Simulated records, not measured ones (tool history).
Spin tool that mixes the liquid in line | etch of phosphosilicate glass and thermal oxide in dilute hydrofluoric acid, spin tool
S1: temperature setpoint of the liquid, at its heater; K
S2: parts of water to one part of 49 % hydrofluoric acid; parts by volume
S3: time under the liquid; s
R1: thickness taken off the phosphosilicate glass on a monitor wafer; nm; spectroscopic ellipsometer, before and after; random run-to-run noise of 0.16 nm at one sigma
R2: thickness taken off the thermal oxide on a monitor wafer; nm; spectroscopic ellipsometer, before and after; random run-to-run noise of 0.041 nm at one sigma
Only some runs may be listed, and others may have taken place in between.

{"run": 1, "hour": 0.0, "S1": 298.15, "S2": 195, "S3": 50, "R1": 21.426, "R2": 0.9397}
{"run": 2, "hour": 3.3, "S1": 295.15, "S2": 195, "S3": 50, "R1": 19.229, "R2": 0.84387}
{"run": 3, "hour": 4.5, "S1": 296.65, "S2": 195, "S3": 50, "R1": 20.083, "R2": 0.9833}
{"run": 4, "hour": 10.3, "S1": 293.15, "S2": 195, "S3": 50, "R1": 17.581, "R2": 0.8025}
{"run": 5, "hour": 17.0, "S1": 295.65, "S2": 195, "S3": 50, "R1": 19.327, "R2": 0.86945}
{"run": 6, "hour": 25.7, "S1": 295.65, "S2": 165, "S3": 50, "R1": 23.67, "R2": 1.1178}
{"run": 7, "hour": 27.8, "S1": 296.15, "S2": 165, "S3": 50, "R1": 24.228, "R2": 1.1159}
{"run": 8, "hour": 32.7, "S1": 296.65, "S2": 165, "S3": 50, "R1": 24.793, "R2": 1.138}

Run 9 is up next; what results do you expect?
{"run": 9, "hour": 35.8, "S1": 297.15, "S2": 165, "S3": 50, "R1": "?", "R2": "?"}

For run 9 the tool returned R1 25.098 nm, R2 1.15640 nm.
